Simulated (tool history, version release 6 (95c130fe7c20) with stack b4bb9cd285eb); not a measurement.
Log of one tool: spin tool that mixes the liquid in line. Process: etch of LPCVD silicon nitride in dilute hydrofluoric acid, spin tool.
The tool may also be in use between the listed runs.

run  hour  temperature setpoint of the liquid (°C)  parts of water to one part of 49 % hydrofluoric acid (parts by volume)  time under the liquid (s)  thickness taken off the LPCVD silicon nitride on a monitor wafer (angstrom)
  1     0                                       21                                                                     150                         90                                                                       2.0685
  2   7.4                                       19                                                                     150                         90                                                                       2.1861
  3  14.2                                       19                                                                     150                         90                                                                       1.9616
  4  19.9                                       19                                                                     155                         85                                                                       1.8706
  5  25.9                                       19                                                                     155                         90                                                                        2.034
  6  29.1                                       19                                                                     155                         90                                                                       2.0566

The next listed run, before its measurement:
  7  35.3                                       19                                                                     165                         85                                                                            ?

thickness taken off the LPCVD silicon nitride on a monitor wafer (angstrom): 1.7094
